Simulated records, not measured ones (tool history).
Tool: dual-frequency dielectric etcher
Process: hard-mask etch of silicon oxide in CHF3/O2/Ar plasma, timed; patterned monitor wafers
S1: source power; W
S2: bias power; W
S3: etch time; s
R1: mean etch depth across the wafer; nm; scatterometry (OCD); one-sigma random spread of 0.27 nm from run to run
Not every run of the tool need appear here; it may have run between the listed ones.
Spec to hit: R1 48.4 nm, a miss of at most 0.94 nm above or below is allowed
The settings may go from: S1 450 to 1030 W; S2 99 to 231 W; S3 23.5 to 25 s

{"run": 1, "hour": 0.0, "S1": 740, "S2": 165, "S3": 23.5, "R1": 52.711}
{"run": 2, "hour": 8.7, "S1": 710, "S2": 163, "S3": 23.5, "R1": 51.336}
{"run": 3, "hour": 11.7, "S1": 690, "S2": 162, "S3": 23.5, "R1": 49.851}
{"run": 4, "hour": 19.0, "S1": 690, "S2": 162, "S3": 25, "R1": 53.863}
{"run": 5, "hour": 25.7, "S1": 660, "S2": 161, "S3": 25, "R1": 52.511}
{"run": 6, "hour": 30.8, "S1": 660, "S2": 161, "S3": 25, "R1": 51.928}
{"run": 7, "hour": 38.6, "S1": 640, "S2": 161, "S3": 25, "R1": 50.776}
{"run": 8, "hour": 39.3, "S1": 630, "S2": 161, "S3": 25, "R1": 50.751}
{"run": 9, "hour": 44.7, "S1": 620, "S2": 161, "S3": 25, "R1": 50.793}
{"run": 10, "hour": 47.6, "S1": 610, "S2": 161, "S3": 25, "R1": 50.363}
{"run": 11, "hour": 54.4, "S1": 600, "S2": 161, "S3": 25, "R1": 50.238}

Consider the 4 candidate settings below. Which is the only one whose results all fall within their allowed miss of target?
{"run": "A", "hour": 61.2, "S1": 660, "S2": 189, "S3": 24, "R1": "?"}
{"run": "B", "hour": 61.2, "S1": 660, "S2": 151, "S3": 24, "R1": "?"}
{"run": "C", "hour": 61.2, "S1": 620, "S2": 171, "S3": 25, "R1": "?"}
{"run": "D", "hour": 61.2, "S1": 730, "S2": 144, "S3": 24.5, "R1": "?"}

move=A R1=53.833
move=B R1=48.772
move=C R1=52.068
move=D R1=51.182
A: its largest miss is bigger than the last run's
B: every result lands within tolerance
C: its largest miss is bigger than the last run's
D: its largest miss is bigger than the last run's
The right move is B.

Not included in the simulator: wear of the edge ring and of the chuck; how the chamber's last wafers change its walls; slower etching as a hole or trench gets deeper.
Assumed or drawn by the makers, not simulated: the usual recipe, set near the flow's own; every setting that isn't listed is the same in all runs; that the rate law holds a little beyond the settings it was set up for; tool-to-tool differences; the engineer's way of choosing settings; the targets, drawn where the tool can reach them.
